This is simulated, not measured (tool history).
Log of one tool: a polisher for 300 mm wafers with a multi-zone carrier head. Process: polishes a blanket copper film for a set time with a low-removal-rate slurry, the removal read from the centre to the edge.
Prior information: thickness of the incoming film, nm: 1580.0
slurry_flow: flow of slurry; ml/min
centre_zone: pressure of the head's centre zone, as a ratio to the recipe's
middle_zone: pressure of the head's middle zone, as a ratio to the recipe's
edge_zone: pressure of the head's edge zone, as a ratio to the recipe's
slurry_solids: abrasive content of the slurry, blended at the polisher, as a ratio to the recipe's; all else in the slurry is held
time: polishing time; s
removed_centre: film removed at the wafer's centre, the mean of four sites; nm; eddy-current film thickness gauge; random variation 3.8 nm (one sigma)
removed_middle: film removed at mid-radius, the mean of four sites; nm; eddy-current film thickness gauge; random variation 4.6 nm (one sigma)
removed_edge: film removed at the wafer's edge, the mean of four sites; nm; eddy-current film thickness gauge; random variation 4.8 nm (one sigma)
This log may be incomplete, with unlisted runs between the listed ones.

run  hour  slurry_flow  centre_zone  middle_zone  edge_zone  slurry_solids  time  removed_centre  removed_middle  removed_edge
  1     0          285            1            1          1              1    71          308.42          313.23        316.39
  2   4.3          285            1         0.93          1              1    71          312.63          295.22        316.49
  3  10.6          285            1         0.93          1            1.1    71           312.3          297.99        309.76
  4  15.4          285         1.07         0.93          1            1.1    71          336.27          296.65        317.61
  5  21.4          285         1.08         0.94       1.04            1.1    73          349.54          305.44        318.62
  6  25.5          285         1.08         0.94        1.1            1.1    73          346.17          310.34        337.53
  7  32.4          310         1.13         0.96       1.19           1.35    75           389.7          337.13        367.64

Expected results for the next run?
  8  40.9          310         1.11         0.95       1.19           1.35    76               ?               ?             ?

Run 8 produced removed_centre 388.09 nm, removed_middle 333.71 nm, removed_edge 371.98 nm.
